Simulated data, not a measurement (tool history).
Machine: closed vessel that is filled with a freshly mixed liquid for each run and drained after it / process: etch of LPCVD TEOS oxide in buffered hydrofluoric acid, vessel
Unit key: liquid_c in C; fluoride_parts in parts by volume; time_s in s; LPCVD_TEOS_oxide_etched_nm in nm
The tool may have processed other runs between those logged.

| run | day | liquid_c | fluoride_parts | time_s | LPCVD_TEOS_oxide_etched_nm |
|---|---|---|---|---|---|
| 1 | 0 | 25 | 19.5 | 30 | 57.886 |
| 2 | 0.362 | 28.5 | 19.5 | 30 | 70.596 |
| 3 | 0.421 | 29 | 18.5 | 30 | 75.557 |
| 4 | 0.475 | 29.5 | 18 | 30 | 78.999 |
| 5 | 0.825 | 29.5 | 18 | 30 | 79.468 |
| 6 | 1.154 | 30 | 17.5 | 30 | 84.177 |

Estimate the outcome of run 7 from the log above:
| 7 | 1.388 | 30.5 | 17 | 30 | ? |

{"run 7": {"LPCVD_TEOS_oxide_etched_nm": 86.944}}
